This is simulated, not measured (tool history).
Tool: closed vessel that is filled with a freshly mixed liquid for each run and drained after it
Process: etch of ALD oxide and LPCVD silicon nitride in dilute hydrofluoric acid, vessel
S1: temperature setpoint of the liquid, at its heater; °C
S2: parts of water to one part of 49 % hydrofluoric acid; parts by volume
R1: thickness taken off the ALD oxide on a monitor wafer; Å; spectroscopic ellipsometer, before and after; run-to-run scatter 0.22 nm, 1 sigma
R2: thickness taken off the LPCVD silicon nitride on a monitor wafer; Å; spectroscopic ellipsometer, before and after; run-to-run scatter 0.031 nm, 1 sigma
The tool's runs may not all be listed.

run 1 hour=0 | S1=24 S2=40 time_in_the_liquid_(s)=165 | R1=432.68 R2=17.871
run 2 hour=2 | S1=23.5 S2=35 time_in_the_liquid_(s)=165 | R1=485.61 R2=19.447
run 3 hour=7 | S1=23.5 S2=45 time_in_the_liquid_(s)=165 | R1=372.05 R2=15.655
run 4 hour=13.4 | S1=22 S2=45 time_in_the_liquid_(s)=165 | R1=349.65 R2=13.885
run 5 hour=21 | S1=22 S2=45 time_in_the_liquid_(s)=230 | R1=487.13 R2=19.619
run 6 hour=26.1 | S1=22 S2=45 time_in_the_liquid_(s)=195 | R1=413.52 R2=16.513
run 7 hour=28.4 | S1=20.5 S2=30 time_in_the_liquid_(s)=180 | R1=549.75 R2=19.992

For run 8, what comes out?
run 8 hour=30 | S1=20 S2=25 time_in_the_liquid_(s)=180 | R1=? R2=?

Run 8 yielded R1 649.8 Å, R2 22.817 Å.
